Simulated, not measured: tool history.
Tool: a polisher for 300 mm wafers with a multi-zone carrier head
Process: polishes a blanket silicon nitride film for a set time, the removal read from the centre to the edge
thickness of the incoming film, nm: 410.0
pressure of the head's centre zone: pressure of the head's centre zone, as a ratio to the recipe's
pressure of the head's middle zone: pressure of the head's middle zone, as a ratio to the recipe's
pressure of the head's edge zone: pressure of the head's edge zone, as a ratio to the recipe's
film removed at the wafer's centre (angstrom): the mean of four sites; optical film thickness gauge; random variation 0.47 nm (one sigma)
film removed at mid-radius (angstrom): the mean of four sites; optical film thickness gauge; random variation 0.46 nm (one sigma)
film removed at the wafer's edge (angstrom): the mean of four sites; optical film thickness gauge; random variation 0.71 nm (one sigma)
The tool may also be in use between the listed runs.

run,hour,flow of slurry (ml/min),pressure of the head's centre zone,pressure of the head's middle zone,pressure of the head's edge zone,polishing time (s),film removed at the wafer's centre (angstrom),film removed at mid-radius (angstrom),film removed at the wafer's edge (angstrom)
1,0,160,1,1,1,35,450.57,459.58,453.41
2,6.9,160,1,1,0.94,35,449.08,449.35,445.6
3,9.4,160,1.06,1,0.94,35,469.84,454.58,441.22
4,16,170,1.06,1.04,0.96,35,481.83,471.3,453.84
5,23.2,140,1.06,1.04,0.96,35,460.67,453.36,444.62
6,29.4,140,1.11,1.04,0.96,35,477.44,457.97,434.64
7,36,160,1.07,1.07,0.93,36,491.14,489.53,444.56
8,43.9,170,1.05,1.1,0.95,36,486.45,517.25,465.97
9,46.8,180,1.05,1.11,0.95,36,497.14,524.83,476.6
10,54.3,180,1.05,1.11,0.95,36,490.44,520.14,460.38
11,56.6,190,1.05,1.13,0.96,36,500.1,528.6,475.86
12,60.6,195,1.04,1.14,0.95,36,493.05,539.85,474.87
13,65.4,200,1.04,1.15,0.95,36,498.83,544.39,467.52

Run 14 is up next; what results do you expect?
14,72.9,205,1.03,1.16,0.95,36,?,?,?

{"run 14": {"film removed at the wafer's centre (angstrom)": 492.18, "film removed at mid-radius (angstrom)": 544.73, "film removed at the wafer's edge (angstrom)": 475.99}}
